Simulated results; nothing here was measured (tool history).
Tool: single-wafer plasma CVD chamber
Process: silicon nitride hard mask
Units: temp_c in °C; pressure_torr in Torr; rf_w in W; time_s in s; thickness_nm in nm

| run | day | temp_c | pressure_torr | rf_w | time_s | thickness_nm |
|---|---|---|---|---|---|---|
| 1 | 0 | 385 | 1.27 | 270 | 41.6 | 41.451 |
| 2 | 0.117 | 385 | 1.27 | 230 | 41.6 | 34.995 |
| 3 | 0.338 | 390 | 1.27 | 230 | 41.6 | 35.042 |
| 4 | 0.429 | 390 | 1.27 | 260 | 41.6 | 39.482 |
| 5 | 0.608 | 390 | 1.38 | 270 | 41.7 | 42.255 |
| 6 | 0.75 | 390 | 1.47 | 280 | 41.8 | 43.988 |
| 7 | 1.117 | 390 | 1.67 | 325 | 42.4 | 52.348 |
| 8 | 1.233 | 390 | 1.65 | 325 | 42.4 | 52.536 |

The next listed run, before its measurement:
| 9 | 1.529 | 390 | 1.63 | 325 | 42.4 | ? |

thickness_nm: 52.301 nm

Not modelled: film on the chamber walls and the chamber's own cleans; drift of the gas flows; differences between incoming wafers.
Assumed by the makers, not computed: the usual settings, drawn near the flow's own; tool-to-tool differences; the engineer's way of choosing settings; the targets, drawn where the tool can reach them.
